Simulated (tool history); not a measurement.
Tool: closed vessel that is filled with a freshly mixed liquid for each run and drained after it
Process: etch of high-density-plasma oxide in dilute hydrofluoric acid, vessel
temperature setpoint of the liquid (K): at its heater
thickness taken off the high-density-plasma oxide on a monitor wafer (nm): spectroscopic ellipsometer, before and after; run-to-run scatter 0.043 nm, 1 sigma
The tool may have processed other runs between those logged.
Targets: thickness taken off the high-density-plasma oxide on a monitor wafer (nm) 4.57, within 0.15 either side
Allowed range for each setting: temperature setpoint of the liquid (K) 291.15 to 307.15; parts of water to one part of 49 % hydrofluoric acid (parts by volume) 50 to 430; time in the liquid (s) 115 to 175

| run | hour | temperature setpoint of the liquid (K) | parts of water to one part of 49 % hydrofluoric acid (parts by volume) | time in the liquid (s) | thickness taken off the high-density-plasma oxide on a monitor wafer (nm) |
|---|---|---|---|---|---|
| 1 | 0 | 299.15 | 240 | 175 | 3.1338 |
| 2 | 5.5 | 300.65 | 240 | 175 | 3.3003 |
| 3 | 11.2 | 300.65 | 240 | 175 | 3.2736 |
| 4 | 12.8 | 302.15 | 230 | 175 | 3.6226 |
| 5 | 21.5 | 303.15 | 225 | 175 | 3.8608 |
| 6 | 30.1 | 303.15 | 225 | 115 | 2.5606 |
| 7 | 31.9 | 303.15 | 225 | 115 | 2.5304 |
| 8 | 40.4 | 302.65 | 190 | 115 | 3.102 |
| 9 | 41.5 | 302.65 | 160 | 115 | 3.795 |
| 10 | 50.3 | 306.65 | 150 | 115 | 4.7333 |

Which one of the following 4 next-run settings gets every result inside its allowed miss? There is exactly one.
| A | 59.1 | 305.15 | 190 | 155 | ? |
| B | 59.1 | 307.15 | 180 | 150 | ? |
| C | 59.1 | 304.65 | 210 | 170 | ? |
| D | 59.1 | 303.65 | 215 | 175 | ? |

| move | thickness taken off the high-density-plasma oxide on a monitor wafer (nm) |
|---|---|
| A | 4.5508 |
| B | 5.0455 |
| C | 4.3312 |
| D | 4.1819 |
A: meets every target
B: lands further from the targets than the last run did
C: pushes the last run's worst result past its target
D: pushes the last run's worst result past its target
Move A is the one to make.

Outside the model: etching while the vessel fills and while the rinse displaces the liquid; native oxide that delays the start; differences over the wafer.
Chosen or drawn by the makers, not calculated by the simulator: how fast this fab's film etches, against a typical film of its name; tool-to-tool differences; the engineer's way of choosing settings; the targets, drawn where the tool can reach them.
